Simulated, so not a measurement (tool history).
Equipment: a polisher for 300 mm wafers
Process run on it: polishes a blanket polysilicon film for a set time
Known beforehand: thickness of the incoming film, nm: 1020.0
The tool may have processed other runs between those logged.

run,hour,flow of slurry (ml/min),pressure of the wafer on the pad (kPa),speed of the pad under the wafer (m/s),polishing time (s),film removed (nm)
1,0,290,22.1,1.16,18,198.97
2,7.1,290,17.9,1.16,18,162.62
3,7.7,290,17.2,1.14,18,157.73
4,9.1,290,16.5,1.12,18,142.21
5,10.9,290,16.5,1.12,18,142.29
6,17,290,15.9,1.12,18,142.68

Expected results for the next run?
7,23.7,290,15.2,1.1,18,?

film removed (nm): 129.21

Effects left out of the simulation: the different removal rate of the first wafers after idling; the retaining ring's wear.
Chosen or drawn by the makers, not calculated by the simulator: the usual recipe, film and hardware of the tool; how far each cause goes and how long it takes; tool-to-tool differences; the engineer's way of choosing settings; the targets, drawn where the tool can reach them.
